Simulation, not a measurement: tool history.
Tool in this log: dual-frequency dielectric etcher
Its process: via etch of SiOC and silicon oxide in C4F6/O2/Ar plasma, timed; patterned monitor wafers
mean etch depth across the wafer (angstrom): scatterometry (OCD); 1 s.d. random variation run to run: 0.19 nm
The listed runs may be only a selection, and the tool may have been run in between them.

run  hour  source power (kW)  bias power (kW)  etch time (s)  mean etch depth across the wafer (angstrom)
  1     0               0.34            0.153           51.5                                       454.54
  2   5.4               0.34             0.14           51.5                                       437.03
  3  11.1               0.31            0.133           51.5                                       417.92
  4  19.8               0.33            0.133           51.5                                       423.49
  5  26.6                0.3            0.126           51.5                                       398.68
  6  31.3               0.28            0.125           51.5                                       390.61
  7  37.1               0.28            0.125           51.5                                       391.62
  8    39               0.28            0.125           51.5                                       387.09
  9  45.8               0.27            0.124           51.5                                       382.74
 10  46.5               0.26            0.123           51.5                                       379.14

Run 11 comes next. What will it give?
 11  49.5               0.25            0.122           51.5                                            ?

Logged for run 11: mean etch depth across the wafer (angstrom) 369.92.
